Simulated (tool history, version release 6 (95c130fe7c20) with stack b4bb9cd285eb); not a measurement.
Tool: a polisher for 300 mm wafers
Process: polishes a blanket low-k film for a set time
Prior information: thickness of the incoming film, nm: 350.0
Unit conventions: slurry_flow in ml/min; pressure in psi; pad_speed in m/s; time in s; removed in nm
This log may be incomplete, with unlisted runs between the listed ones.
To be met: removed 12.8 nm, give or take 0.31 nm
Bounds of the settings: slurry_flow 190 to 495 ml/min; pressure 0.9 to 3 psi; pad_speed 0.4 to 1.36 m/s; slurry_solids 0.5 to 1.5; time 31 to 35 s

run,hour,slurry_flow,pressure,pad_speed,slurry_solids,time,removed
1,0,320,1.9,0.88,1,35,15.633
2,6.8,320,2.4,0.88,1,35,18.096
3,7.8,320,2.1,0.88,1,35,16.502
4,9.5,320,1.9,0.88,1,35,15.51
5,15.5,375,1.9,0.88,1,35,15.756
6,18.6,365,1.7,0.88,1,35,14.593
7,22.5,360,1.6,0.88,1,35,14.092
8,26.8,355,1.5,0.88,1,35,13.712

Consider the 5 candidate settings below. Which is the only one whose results all fall within their allowed miss of target?
A,31.1,245,1.4,0.94,1.35,32,?
B,31.1,320,1.8,0.68,0.85,35,?
C,31.1,325,1.5,0.92,1.35,34,?
D,31.1,240,1.7,0.94,0.8,32,?
E,31.1,365,1.5,0.8,1,33,?

move,removed
A,13.304
B,11.644
C,14.789
D,12.783
E,11.914
A: better than the last run, though not everything is in spec
B: moves the result that the last run missed by most past its target, out the other side
C: its largest miss is bigger than the last run's
D: all results in spec
E: moves the result that the last run missed by most past its target, out the other side
The move that meets every target is D.
